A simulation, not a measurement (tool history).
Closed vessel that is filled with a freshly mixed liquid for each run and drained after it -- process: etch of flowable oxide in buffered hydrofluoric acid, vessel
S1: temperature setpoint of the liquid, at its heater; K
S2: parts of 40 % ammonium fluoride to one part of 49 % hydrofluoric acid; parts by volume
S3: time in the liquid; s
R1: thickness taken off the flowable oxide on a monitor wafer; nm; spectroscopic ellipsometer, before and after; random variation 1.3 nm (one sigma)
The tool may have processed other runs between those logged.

run	hour	S1	S2	S3	R1
1	0	294.15	19.5	30	73.623
2	4.6	295.65	18	30	86.679
3	5.8	295.65	14.5	30	105.16
4	6.5	294.15	14.5	30	96.324
5	13.8	294.15	11.5	30	121.91
6	22.1	295.15	11.5	30	129.27
7	26.9	295.15	11.5	30	130.68

What does the tool deliver on the next run?
8	35.6	299.15	11	30	?

{"run 8": {"R1": 169.86}}
